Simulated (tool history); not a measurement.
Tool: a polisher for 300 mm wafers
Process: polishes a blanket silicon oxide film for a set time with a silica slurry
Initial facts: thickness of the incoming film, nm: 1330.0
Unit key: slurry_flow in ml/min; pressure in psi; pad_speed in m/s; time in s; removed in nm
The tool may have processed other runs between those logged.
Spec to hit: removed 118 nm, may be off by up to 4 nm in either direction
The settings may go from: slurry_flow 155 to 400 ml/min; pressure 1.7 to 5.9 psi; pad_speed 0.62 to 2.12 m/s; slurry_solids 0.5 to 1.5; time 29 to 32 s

run,hour,slurry_flow,pressure,pad_speed,slurry_solids,time,removed
1,0,255,3.8,1.36,1,32,138.04
2,2.8,255,3.7,1.36,1,32,131.61
3,3.7,255,3.5,1.36,1,32,124.23
4,11.6,255,3.1,1.36,1,32,112.59
5,19.3,255,2.6,1.36,1,32,93.355
6,28,220,2.6,1.36,1,32,91.998
7,31,225,2.7,1.36,1,32,97.437
8,38.7,225,2.8,1.36,1,32,100.47
9,42.8,225,2.9,1.36,1,32,104.18

Exactly one of the 5 candidate moves below puts every result within its allowed miss. Which one?
A,46.9,250,3.2,1.02,1.15,29,?
B,46.9,220,3,1.42,1.3,29,?
C,46.9,200,2.8,1.46,0.8,32,?
D,46.9,210,3.3,1.32,0.85,29,?
E,46.9,300,2.9,1.58,1.35,29,?

move,removed
A,86.383
B,108.89
C,95.952
D,96.573
E,119.55
A: the biggest miss grows against the last run
B: nearer than the last run, and not there yet
C: the biggest miss grows against the last run
D: the biggest miss grows against the last run
E: meets every target
E meets every target.
